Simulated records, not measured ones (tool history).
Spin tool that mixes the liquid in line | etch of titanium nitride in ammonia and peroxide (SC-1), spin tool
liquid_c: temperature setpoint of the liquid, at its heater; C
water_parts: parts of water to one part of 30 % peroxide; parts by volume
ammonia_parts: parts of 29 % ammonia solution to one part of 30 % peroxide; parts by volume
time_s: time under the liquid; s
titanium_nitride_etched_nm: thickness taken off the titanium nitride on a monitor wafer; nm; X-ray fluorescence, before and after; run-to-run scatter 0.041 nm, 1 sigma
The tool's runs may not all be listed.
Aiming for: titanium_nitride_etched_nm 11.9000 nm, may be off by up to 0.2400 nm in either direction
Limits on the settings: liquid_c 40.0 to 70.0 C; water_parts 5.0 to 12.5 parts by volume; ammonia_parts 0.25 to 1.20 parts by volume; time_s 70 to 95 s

run 1 hour=0.0 | liquid_c=56.0 water_parts=7.0 ammonia_parts=0.95 time_s=95 | titanium_nitride_etched_nm=6.4975
run 2 hour=3.4 | liquid_c=58.5 water_parts=7.0 ammonia_parts=0.95 time_s=95 | titanium_nitride_etched_nm=7.6166
run 3 hour=5.7 | liquid_c=58.5 water_parts=8.5 ammonia_parts=0.95 time_s=95 | titanium_nitride_etched_nm=6.9052
run 4 hour=11.9 | liquid_c=58.5 water_parts=10.0 ammonia_parts=0.95 time_s=95 | titanium_nitride_etched_nm=6.4108
run 5 hour=17.9 | liquid_c=58.5 water_parts=12.0 ammonia_parts=0.95 time_s=95 | titanium_nitride_etched_nm=5.8147
run 6 hour=21.7 | liquid_c=58.5 water_parts=12.0 ammonia_parts=0.95 time_s=70 | titanium_nitride_etched_nm=4.3193
run 7 hour=26.6 | liquid_c=58.5 water_parts=12.0 ammonia_parts=0.95 time_s=70 | titanium_nitride_etched_nm=4.3122
run 8 hour=28.6 | liquid_c=66.5 water_parts=9.0 ammonia_parts=1.00 time_s=70 | titanium_nitride_etched_nm=8.3443
run 9 hour=33.5 | liquid_c=67.5 water_parts=8.0 ammonia_parts=1.00 time_s=70 | titanium_nitride_etched_nm=9.4568
run 10 hour=39.9 | liquid_c=68.0 water_parts=7.5 ammonia_parts=1.00 time_s=70 | titanium_nitride_etched_nm=10.1040
run 11 hour=43.8 | liquid_c=68.5 water_parts=7.0 ammonia_parts=1.00 time_s=70 | titanium_nitride_etched_nm=10.8280
run 12 hour=47.5 | liquid_c=69.0 water_parts=7.0 ammonia_parts=1.00 time_s=70 | titanium_nitride_etched_nm=11.0750
run 13 hour=50.4 | liquid_c=69.5 water_parts=7.0 ammonia_parts=1.00 time_s=70 | titanium_nitride_etched_nm=11.4190

5 candidate next runs follow, results not yet known. Just one meets every target within its allowed miss. Identify it.
run A hour=53.3 | liquid_c=70.0 water_parts=6.5 ammonia_parts=0.75 time_s=75 | titanium_nitride_etched_nm=?
run B hour=53.3 | liquid_c=70.0 water_parts=8.5 ammonia_parts=0.85 time_s=80 | titanium_nitride_etched_nm=?
run C hour=53.3 | liquid_c=61.5 water_parts=5.0 ammonia_parts=1.20 time_s=95 | titanium_nitride_etched_nm=?
run D hour=53.3 | liquid_c=66.0 water_parts=5.5 ammonia_parts=0.80 time_s=80 | titanium_nitride_etched_nm=?
run E hour=53.3 | liquid_c=70.0 water_parts=6.0 ammonia_parts=0.90 time_s=70 | titanium_nitride_etched_nm=?

move=A titanium_nitride_etched_nm=12.4750
move=B titanium_nitride_etched_nm=11.9080
move=C titanium_nitride_etched_nm=10.9930
move=D titanium_nitride_etched_nm=11.2970
move=E titanium_nitride_etched_nm=12.3940
A: the result that was furthest off in the last run now lies on the other side of its target
B: in spec on every target
C: moves away from the targets compared with the last run
D: moves away from the targets compared with the last run
E: the result that was furthest off in the last run now lies on the other side of its target
B is the move that brings every result within its allowed miss.
